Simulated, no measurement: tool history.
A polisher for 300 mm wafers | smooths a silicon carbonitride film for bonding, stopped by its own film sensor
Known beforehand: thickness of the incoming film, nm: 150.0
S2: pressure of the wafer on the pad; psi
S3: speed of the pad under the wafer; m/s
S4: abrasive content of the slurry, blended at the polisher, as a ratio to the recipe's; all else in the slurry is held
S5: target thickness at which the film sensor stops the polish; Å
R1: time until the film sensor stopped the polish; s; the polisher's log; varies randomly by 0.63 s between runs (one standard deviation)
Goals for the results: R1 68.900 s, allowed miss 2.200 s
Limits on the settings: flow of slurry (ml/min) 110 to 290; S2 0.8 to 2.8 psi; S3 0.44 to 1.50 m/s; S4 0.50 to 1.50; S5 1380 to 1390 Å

{"run": 1, "hour": 0.0, "flow of slurry (ml/min)": 185, "S2": 1.8, "S3": 0.96, "S4": 1.0, "S5": 1380, "R1": 54.54}
{"run": 2, "hour": 3.1, "flow of slurry (ml/min)": 185, "S2": 1.8, "S3": 0.96, "S4": 1.15, "S5": 1380, "R1": 49.972}
{"run": 3, "hour": 7.5, "flow of slurry (ml/min)": 185, "S2": 1.8, "S3": 0.96, "S4": 1.15, "S5": 1390, "R1": 45.847}
{"run": 4, "hour": 14.3, "flow of slurry (ml/min)": 185, "S2": 1.6, "S3": 0.96, "S4": 1.15, "S5": 1390, "R1": 50.998}
{"run": 5, "hour": 22.8, "flow of slurry (ml/min)": 180, "S2": 1.4, "S3": 0.96, "S4": 1.15, "S5": 1390, "R1": 58.484}
{"run": 6, "hour": 24.9, "flow of slurry (ml/min)": 180, "S2": 1.4, "S3": 1.08, "S4": 1.15, "S5": 1390, "R1": 53.549}
{"run": 7, "hour": 32.9, "flow of slurry (ml/min)": 175, "S2": 1.3, "S3": 1.08, "S4": 1.15, "S5": 1390, "R1": 56.605}
{"run": 8, "hour": 38.2, "flow of slurry (ml/min)": 170, "S2": 1.2, "S3": 1.08, "S4": 1.15, "S5": 1390, "R1": 61.083}
{"run": 9, "hour": 46.5, "flow of slurry (ml/min)": 160, "S2": 1.2, "S3": 1.08, "S4": 1.15, "S5": 1390, "R1": 61.625}
{"run": 10, "hour": 52.1, "flow of slurry (ml/min)": 150, "S2": 1.2, "S3": 1.08, "S4": 1.15, "S5": 1390, "R1": 61.822}
{"run": 11, "hour": 59.3, "flow of slurry (ml/min)": 145, "S2": 1.2, "S3": 1.08, "S4": 1.15, "S5": 1390, "R1": 63.163}

4 candidate next runs follow, results not yet known. Just one meets every target within its allowed miss. Identify it.
{"run": "A", "hour": 66.5, "flow of slurry (ml/min)": 150, "S2": 1.1, "S3": 1.16, "S4": 1.0, "S5": 1380, "R1": "?"}
{"run": "B", "hour": 66.5, "flow of slurry (ml/min)": 170, "S2": 1.3, "S3": 0.88, "S4": 1.3, "S5": 1380, "R1": "?"}
{"run": "C", "hour": 66.5, "flow of slurry (ml/min)": 155, "S2": 1.1, "S3": 0.98, "S4": 1.1, "S5": 1390, "R1": "?"}
{"run": "D", "hour": 66.5, "flow of slurry (ml/min)": 145, "S2": 1.0, "S3": 1.18, "S4": 1.15, "S5": 1380, "R1": "?"}

move=A R1=75.797
move=B R1=68.452
move=C R1=74.636
move=D R1=75.516
A: moves the result that the last run missed by most past its target, out the other side
B: every result within its allowed miss
C: moves the result that the last run missed by most past its target, out the other side
D: moves the result that the last run missed by most past its target, out the other side
Answer: B
